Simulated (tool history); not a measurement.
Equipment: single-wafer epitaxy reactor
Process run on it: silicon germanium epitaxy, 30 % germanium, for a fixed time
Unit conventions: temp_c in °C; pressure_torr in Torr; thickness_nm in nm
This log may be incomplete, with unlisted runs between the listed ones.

run  hour  temp_c  pressure_torr  thickness_nm
  1     0     610           14.6        61.664
  2   1.7     608           14.6        59.617
  3   6.5     598           14.6        50.152
  4  13.4     600           14.6        51.805
  5  17.8     600           12.5        48.795
  6    24     602           12.6        50.831
  7  24.7     603           12.6        51.231

What does the tool deliver on the next run?
  8  29.6     604           12.6             ?

thickness_nm: 52.178 nm
